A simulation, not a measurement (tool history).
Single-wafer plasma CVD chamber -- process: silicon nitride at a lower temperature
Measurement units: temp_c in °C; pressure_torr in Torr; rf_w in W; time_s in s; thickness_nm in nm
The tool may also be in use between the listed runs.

Run 1, hour 0.0: temp_c 350 °C, pressure_torr 1.07 Torr, rf_w 250 W, time_s 35.8 s. Result: thickness_nm 33.663 nm.
Run 2, hour 0.6: temp_c 344 °C, pressure_torr 1.07 Torr, rf_w 250 W, time_s 35.8 s. Result: thickness_nm 33.609 nm.
Run 3, hour 2.9: temp_c 355 °C, pressure_torr 1.07 Torr, rf_w 250 W, time_s 35.8 s. Result: thickness_nm 33.490 nm.
Run 4, hour 11.5: temp_c 355 °C, pressure_torr 1.00 Torr, rf_w 245 W, time_s 35.8 s. Result: thickness_nm 32.379 nm.
Run 5, hour 12.7: temp_c 355 °C, pressure_torr 0.88 Torr, rf_w 245 W, time_s 35.8 s. Result: thickness_nm 31.488 nm.
Run 6, hour 20.1: temp_c 355 °C, pressure_torr 0.88 Torr, rf_w 245 W, time_s 35.8 s. Result: thickness_nm 31.409 nm.
Run 7, hour 27.4: temp_c 355 °C, pressure_torr 0.84 Torr, rf_w 240 W, time_s 35.8 s. Result: thickness_nm 30.595 nm.

Run 8, settings as shown, results not yet in. Your forecast:
Run 8, hour 35.0: temp_c 355 °C, pressure_torr 0.81 Torr, rf_w 240 W, time_s 35.8 s. Result: thickness_nm ?.

Run 8 came out at thickness_nm 30.275 nm.

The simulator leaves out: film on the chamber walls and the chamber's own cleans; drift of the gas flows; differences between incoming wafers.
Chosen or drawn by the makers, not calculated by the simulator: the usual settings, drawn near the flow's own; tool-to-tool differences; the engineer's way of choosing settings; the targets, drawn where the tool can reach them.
